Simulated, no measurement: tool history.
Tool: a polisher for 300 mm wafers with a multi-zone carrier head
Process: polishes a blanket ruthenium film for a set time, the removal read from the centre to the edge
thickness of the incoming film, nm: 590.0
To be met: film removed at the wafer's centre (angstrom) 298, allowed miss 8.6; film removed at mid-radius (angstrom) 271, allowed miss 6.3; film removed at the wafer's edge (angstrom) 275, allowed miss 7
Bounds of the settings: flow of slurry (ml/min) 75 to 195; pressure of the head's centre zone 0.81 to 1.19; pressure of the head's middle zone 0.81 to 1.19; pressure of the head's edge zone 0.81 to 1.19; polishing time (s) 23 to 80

| run | hour | flow of slurry (ml/min) | pressure of the head's centre zone | pressure of the head's middle zone | pressure of the head's edge zone | polishing time (s) | film removed at the wafer's centre (angstrom) | film removed at mid-radius (angstrom) | film removed at the wafer's edge (angstrom) |
|---|---|---|---|---|---|---|---|---|---|
| 1 | 0 | 125 | 1 | 1 | 1 | 51 | 379.33 | 440.74 | 429.13 |
| 2 | 6.3 | 125 | 1 | 0.92 | 1 | 51 | 381.8 | 411.16 | 429.14 |
| 3 | 15.3 | 125 | 1 | 0.92 | 1 | 40 | 297.42 | 319.62 | 339.72 |
| 4 | 21.9 | 120 | 1.02 | 0.91 | 0.97 | 39 | 295.54 | 306.67 | 323.53 |
| 5 | 29.6 | 120 | 1.02 | 0.91 | 0.97 | 51 | 379.92 | 401.12 | 424.14 |
| 6 | 33.5 | 120 | 1.04 | 0.91 | 0.94 | 48 | 368.22 | 375.52 | 393.77 |
| 7 | 41.8 | 100 | 1.13 | 0.9 | 0.84 | 34 | 264.86 | 251.83 | 258.06 |
| 8 | 49 | 105 | 1.13 | 0.9 | 0.84 | 34 | 273.17 | 255.91 | 260.07 |
| 9 | 56.2 | 110 | 1.13 | 0.9 | 0.84 | 34 | 271.29 | 263.44 | 264.79 |
| 10 | 58.8 | 110 | 1.14 | 0.89 | 0.84 | 34 | 276.97 | 257.08 | 261.94 |
| 11 | 63.4 | 115 | 1.14 | 0.89 | 0.84 | 34 | 286.04 | 260.53 | 261.24 |
| 12 | 67.7 | 115 | 1.14 | 0.89 | 0.85 | 34 | 280.33 | 261.07 | 267.36 |

4 next moves are on the table. One of them brings every result within its allowed miss. Which?
| A | 72 | 135 | 1.19 | 0.86 | 0.81 | 35 | ? | ? | ? |
| B | 72 | 135 | 1.11 | 0.9 | 0.81 | 32 | ? | ? | ? |
| C | 72 | 95 | 1.19 | 0.91 | 0.84 | 37 | ? | ? | ? |
| D | 72 | 95 | 1.09 | 0.81 | 0.85 | 38 | ? | ? | ? |

| move | film removed at the wafer's centre (angstrom) | film removed at mid-radius (angstrom) | film removed at the wafer's edge (angstrom) |
|---|---|---|---|
| A | 314.27 | 267.66 | 275.65 |
| B | 268.22 | 254.18 | 251.89 |
| C | 296.79 | 268.59 | 275.85 |
| D | 279.18 | 250.76 | 284.98 |
A: takes the result that was furthest off past its target
B: further off than the last run
C: meets every target
D: further off than the last run
The right move is C.
